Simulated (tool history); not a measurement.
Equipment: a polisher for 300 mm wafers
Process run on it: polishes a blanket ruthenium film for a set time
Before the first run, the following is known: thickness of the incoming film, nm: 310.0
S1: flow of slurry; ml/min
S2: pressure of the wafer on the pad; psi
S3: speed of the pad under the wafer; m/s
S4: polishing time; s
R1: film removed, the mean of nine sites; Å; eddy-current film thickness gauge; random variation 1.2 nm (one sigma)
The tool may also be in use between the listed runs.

| run | hour | S1 | S2 | S3 | S4 | R1 |
|---|---|---|---|---|---|---|
| 1 | 0.0 | 275 | 2.3 | 1.06 | 53 | 748.36 |
| 2 | 6.3 | 275 | 2.7 | 1.06 | 53 | 850.45 |
| 3 | 14.6 | 275 | 2.7 | 1.06 | 53 | 833.98 |
| 4 | 16.1 | 275 | 2.8 | 1.06 | 53 | 852.66 |
| 5 | 18.9 | 275 | 2.8 | 1.28 | 53 | 1051.80 |
| 6 | 25.2 | 275 | 2.8 | 1.28 | 53 | 1041.10 |

What will run 7 give?
| 7 | 33.8 | 275 | 2.8 | 1.28 | 53 | ? |

{"run 7": {"R1": 1040.4}}

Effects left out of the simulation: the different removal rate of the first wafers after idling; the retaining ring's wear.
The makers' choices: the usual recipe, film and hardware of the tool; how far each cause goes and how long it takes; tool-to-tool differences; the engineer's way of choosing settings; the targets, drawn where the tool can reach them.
